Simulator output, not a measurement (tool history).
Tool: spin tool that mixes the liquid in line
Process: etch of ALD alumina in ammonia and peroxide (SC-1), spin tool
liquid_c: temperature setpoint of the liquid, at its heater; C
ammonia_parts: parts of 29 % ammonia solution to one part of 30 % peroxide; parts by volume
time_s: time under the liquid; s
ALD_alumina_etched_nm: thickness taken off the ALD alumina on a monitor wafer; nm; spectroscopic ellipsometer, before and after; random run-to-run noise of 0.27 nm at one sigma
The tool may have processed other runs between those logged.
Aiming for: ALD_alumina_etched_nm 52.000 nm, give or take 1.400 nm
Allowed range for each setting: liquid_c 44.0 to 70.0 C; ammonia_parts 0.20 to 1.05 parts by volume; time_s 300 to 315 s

Run 1, hour 0.0: liquid_c 60.0 C, ammonia_parts 0.55 parts by volume, time_s 300 s. Result: ALD_alumina_etched_nm 43.136 nm.
Run 2, hour 6.9: liquid_c 65.5 C, ammonia_parts 0.55 parts by volume, time_s 300 s. Result: ALD_alumina_etched_nm 57.296 nm.
Run 3, hour 10.9: liquid_c 65.0 C, ammonia_parts 0.55 parts by volume, time_s 300 s. Result: ALD_alumina_etched_nm 56.773 nm.
Run 4, hour 15.5: liquid_c 65.0 C, ammonia_parts 0.65 parts by volume, time_s 300 s. Result: ALD_alumina_etched_nm 57.145 nm.
Run 5, hour 21.0: liquid_c 64.5 C, ammonia_parts 0.65 parts by volume, time_s 300 s. Result: ALD_alumina_etched_nm 55.139 nm.
Run 6, hour 24.9: liquid_c 64.5 C, ammonia_parts 0.65 parts by volume, time_s 315 s. Result: ALD_alumina_etched_nm 58.162 nm.
Run 7, hour 25.7: liquid_c 64.0 C, ammonia_parts 0.65 parts by volume, time_s 315 s. Result: ALD_alumina_etched_nm 56.964 nm.
Run 8, hour 31.7: liquid_c 63.5 C, ammonia_parts 0.65 parts by volume, time_s 315 s. Result: ALD_alumina_etched_nm 55.996 nm.
Run 9, hour 37.1: liquid_c 63.0 C, ammonia_parts 0.65 parts by volume, time_s 315 s. Result: ALD_alumina_etched_nm 54.720 nm.

Consider the 4 candidate settings below. Which is the only one whose results all fall within their allowed miss of target?
Run A, hour 42.5: liquid_c 63.0 C, ammonia_parts 0.50 parts by volume, time_s 310 s. Result: ALD_alumina_etched_nm ?.
Run B, hour 42.5: liquid_c 63.5 C, ammonia_parts 0.50 parts by volume, time_s 315 s. Result: ALD_alumina_etched_nm ?.
Run C, hour 42.5: liquid_c 63.5 C, ammonia_parts 0.95 parts by volume, time_s 305 s. Result: ALD_alumina_etched_nm ?.
Run D, hour 42.5: liquid_c 64.0 C, ammonia_parts 0.75 parts by volume, time_s 300 s. Result: ALD_alumina_etched_nm ?.

move  ALD_alumina_etched_nm
   A                 51.561
   B                 53.725
   C                 55.265
   D                 54.507
A: every result within its allowed miss
B: better than the last run, though not everything is in spec
C: misses by more than the last run did
D: better than the last run, though not everything is in spec
The move that meets every target is A.
